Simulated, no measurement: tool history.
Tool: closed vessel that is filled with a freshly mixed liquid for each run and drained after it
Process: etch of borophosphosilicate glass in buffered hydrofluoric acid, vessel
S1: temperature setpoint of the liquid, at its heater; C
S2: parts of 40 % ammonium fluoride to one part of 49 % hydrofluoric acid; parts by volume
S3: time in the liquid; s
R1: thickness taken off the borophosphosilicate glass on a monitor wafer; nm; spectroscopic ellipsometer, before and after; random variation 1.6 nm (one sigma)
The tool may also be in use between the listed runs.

{"run": 1, "hour": 0.0, "S1": 21, "S2": 13.5, "S3": 85, "R1": 97.401}
{"run": 2, "hour": 7.2, "S1": 21, "S2": 16.5, "S3": 85, "R1": 79.262}
{"run": 3, "hour": 9.6, "S1": 22.5, "S2": 15.5, "S3": 85, "R1": 91.402}
{"run": 4, "hour": 17.0, "S1": 23.5, "S2": 14.5, "S3": 85, "R1": 105.78}
{"run": 5, "hour": 18.1, "S1": 23.5, "S2": 12, "S3": 85, "R1": 125.89}
{"run": 6, "hour": 21.2, "S1": 23.5, "S2": 15.5, "S3": 85, "R1": 96.962}

Forecast run 7:
{"run": 7, "hour": 25.7, "S1": 27.5, "S2": 11, "S3": 85, "R1": "?"}

R1: 170.48 nm
